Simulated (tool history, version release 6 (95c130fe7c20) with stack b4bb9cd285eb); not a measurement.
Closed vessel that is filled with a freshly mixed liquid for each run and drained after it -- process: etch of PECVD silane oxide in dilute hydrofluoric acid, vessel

run,day,temperature setpoint of the liquid (°C),parts of water to one part of 49 % hydrofluoric acid (parts by volume),time in the liquid (s),thickness taken off the PECVD silane oxide on a monitor wafer (nm)
1,0.000,22.0,210,270,16.661
2,0.371,25.0,210,270,18.455
3,0.608,26.0,205,270,19.831
4,0.721,27.0,200,270,21.311
5,0.783,27.0,200,290,22.740
6,1.096,25.0,200,290,21.283
7,1.304,26.0,200,290,22.032
8,1.367,27.0,200,290,22.856

Predict the results of run 9:
9,1.500,27.5,200,290,?

Run 9 came out at thickness taken off the PECVD silane oxide on a monitor wafer (nm) 23.501.
